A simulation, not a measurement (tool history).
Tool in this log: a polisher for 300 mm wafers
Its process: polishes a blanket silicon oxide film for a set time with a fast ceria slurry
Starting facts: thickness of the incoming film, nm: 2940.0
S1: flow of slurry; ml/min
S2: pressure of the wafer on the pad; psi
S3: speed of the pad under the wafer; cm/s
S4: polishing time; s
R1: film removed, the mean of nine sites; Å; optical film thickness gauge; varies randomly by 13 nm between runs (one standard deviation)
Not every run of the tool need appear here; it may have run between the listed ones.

run	day	S1	S2	S3	S4	R1
1	0	240	3.1	86	39	5791.6
2	0.258	240	3.1	108	39	6822.9
3	0.442	240	2.4	108	39	5350.5
4	0.692	240	2.9	110	39	6260.9
5	0.725	240	2.9	110	35	5781.9
6	0.962	240	2.9	110	35	5717.3
# day 1.2: slurry nozzle cleaned
7	1.2	240	3.4	112	35	7094.1
8	1.288	240	3.7	112	35	7767.1
9	1.633	240	3.9	112	35	8179.5
10	1.808	240	4.1	112	35	8543.5

What will run 11 give?
11	1.938	240	4.3	112	35	?

R1: 8895.2 Å
